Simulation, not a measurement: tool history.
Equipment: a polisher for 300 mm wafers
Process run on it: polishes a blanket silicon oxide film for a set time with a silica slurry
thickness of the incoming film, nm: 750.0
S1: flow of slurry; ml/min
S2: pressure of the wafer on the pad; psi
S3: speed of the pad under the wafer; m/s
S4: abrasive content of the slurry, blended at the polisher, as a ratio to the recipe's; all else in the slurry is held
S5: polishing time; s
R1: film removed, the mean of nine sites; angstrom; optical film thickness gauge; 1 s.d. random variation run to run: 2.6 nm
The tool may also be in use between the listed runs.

run,hour,S1,S2,S3,S4,S5,R1
1,0.0,290,5.2,1.28,1.0,57,2850.8
2,4.5,290,5.2,1.40,1.0,57,3003.0
3,5.5,290,5.0,1.40,1.0,57,2902.5
4,14.1,290,5.0,1.58,1.0,57,3176.7
5,14.8,290,4.7,1.58,1.0,57,2966.4
6,15.9,290,4.5,1.58,1.0,57,2903.1
7,16.8,290,4.5,1.58,1.0,57,2851.9

Run 8 comes next. What will it give?
# hour 17.9: slurry nozzle cleaned
8,17.9,290,4.3,1.58,1.0,57,?

R1: 2892.1 angstrom

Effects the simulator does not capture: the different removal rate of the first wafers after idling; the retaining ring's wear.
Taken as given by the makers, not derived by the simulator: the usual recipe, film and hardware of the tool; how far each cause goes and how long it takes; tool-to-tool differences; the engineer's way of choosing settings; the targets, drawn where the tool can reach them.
